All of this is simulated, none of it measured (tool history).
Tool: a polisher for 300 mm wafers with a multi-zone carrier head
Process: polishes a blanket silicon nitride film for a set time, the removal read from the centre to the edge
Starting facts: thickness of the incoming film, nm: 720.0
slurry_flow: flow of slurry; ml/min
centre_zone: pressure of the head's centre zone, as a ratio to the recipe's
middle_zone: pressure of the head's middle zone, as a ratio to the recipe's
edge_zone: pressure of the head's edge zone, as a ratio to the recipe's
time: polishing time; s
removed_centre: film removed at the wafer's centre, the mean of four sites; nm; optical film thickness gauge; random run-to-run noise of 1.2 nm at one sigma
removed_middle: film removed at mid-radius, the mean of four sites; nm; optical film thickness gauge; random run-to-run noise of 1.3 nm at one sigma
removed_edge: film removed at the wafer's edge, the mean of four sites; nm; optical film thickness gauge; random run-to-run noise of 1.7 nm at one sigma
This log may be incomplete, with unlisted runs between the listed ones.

run	hour	slurry_flow	centre_zone	middle_zone	edge_zone	time	removed_centre	removed_middle	removed_edge
1	0	150	1	1	1	73	169.75	169.88	180.8
2	2.2	150	1	1	1.06	73	170.94	170.16	183.96
3	6.6	145	0.99	1.02	1.03	72	166.86	169.91	177.97
4	12.7	145	0.99	1.02	1.09	72	166.11	171.92	186.24
5	19.9	140	0.97	1.04	1.06	72	161.68	174.97	181.26
6	25.3	135	0.96	1.05	1.04	72	161.86	173.91	181.41
7	31.5	135	0.94	1.07	1.01	71	155.33	174.43	174.42
8	34.8	130	0.93	1.08	0.99	71	153.11	174.85	175.43

Forecast run 9:
9	42.4	130	0.92	1.09	0.97	70	?	?	?

removed_centre: 148.52 nm
removed_middle: 172.07 nm
removed_edge: 168.69 nm

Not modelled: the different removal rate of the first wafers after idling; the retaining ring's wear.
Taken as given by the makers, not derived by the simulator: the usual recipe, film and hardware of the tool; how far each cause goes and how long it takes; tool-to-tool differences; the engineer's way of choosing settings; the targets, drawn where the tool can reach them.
